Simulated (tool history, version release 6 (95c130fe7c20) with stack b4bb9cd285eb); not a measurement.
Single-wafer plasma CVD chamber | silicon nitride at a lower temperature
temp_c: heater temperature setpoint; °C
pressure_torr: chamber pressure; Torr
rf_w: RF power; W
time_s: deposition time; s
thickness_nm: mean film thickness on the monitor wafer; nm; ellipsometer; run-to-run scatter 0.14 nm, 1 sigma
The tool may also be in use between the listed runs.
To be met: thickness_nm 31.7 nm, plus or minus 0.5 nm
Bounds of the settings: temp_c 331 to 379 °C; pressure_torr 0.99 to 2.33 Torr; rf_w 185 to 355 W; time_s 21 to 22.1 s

run    day  temp_c  pressure_torr  rf_w  time_s  thickness_nm
  1      0     355           1.66   270    22.1        25.916
  2  0.112     355           1.66   270    22.1        25.956
  3  0.362     355           1.66   270    22.1        26.007
  4  0.396     355           1.93   270    22.1        27.556
  5  0.542     366           1.93   270    22.1        27.757
  6  0.762     356           1.93   270    22.1        27.598
  7  0.858     356              2   275    22.1        28.034
     0.888  -- RF generator calibrated
  8  0.888     355           2.32   320    22.1        32.653
  9  0.942     355           2.29   320    22.1        32.574

5 candidate next runs follow, results not yet known. Just one meets every target within its allowed miss. Identify it.
  A  0.996     367           2.33   355    21.9             ?
  B  0.996     366           2.33   350    22.1             ?
  C  0.996     360           2.27   350    21.8             ?
  D  0.996     357            2.2   355      22             ?
  E  0.996     353           2.26   315    21.9             ?

move  thickness_nm
   A        33.799
   B        33.898
   C        33.256
   D        33.505
   E        31.894
A: further off than the last run
B: further off than the last run
C: further off than the last run
D: further off than the last run
E: each result inside its tolerance
The right move is E.
